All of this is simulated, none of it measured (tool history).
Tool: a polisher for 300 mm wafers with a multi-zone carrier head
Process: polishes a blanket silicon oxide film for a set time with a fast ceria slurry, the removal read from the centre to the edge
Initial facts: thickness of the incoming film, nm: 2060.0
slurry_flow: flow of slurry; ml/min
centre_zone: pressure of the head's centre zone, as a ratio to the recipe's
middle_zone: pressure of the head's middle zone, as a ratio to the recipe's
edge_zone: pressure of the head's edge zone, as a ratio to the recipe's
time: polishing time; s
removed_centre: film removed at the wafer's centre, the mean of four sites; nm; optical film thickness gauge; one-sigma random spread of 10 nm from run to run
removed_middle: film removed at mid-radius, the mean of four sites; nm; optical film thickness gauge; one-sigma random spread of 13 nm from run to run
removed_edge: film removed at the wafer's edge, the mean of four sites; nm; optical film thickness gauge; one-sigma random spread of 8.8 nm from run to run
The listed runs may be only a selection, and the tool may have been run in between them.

run  hour  slurry_flow  centre_zone  middle_zone  edge_zone  time  removed_centre  removed_middle  removed_edge
  1     0          135            1            1          1    60          671.84          694.28        674.04
  2   8.7          135            1            1          1    55          617.62           637.5        614.12
  3   9.3          140         0.99         1.02       1.03    58             647          675.22         682.6
  4  10.8          150         0.99         1.06       1.03    60          687.61          722.97        712.84
  5  15.1          150         0.99         1.14       1.03    60          676.28          776.75        707.57
  6  18.2          150         0.99         1.14       1.03    50          582.24          667.47        595.78

Run 7 has not been measured yet. What should we expect?
  7  23.8          155         0.99         1.15       1.05    54               ?               ?             ?

removed_centre: 620.65 nm
removed_middle: 719.18 nm
removed_edge: 648.41 nm
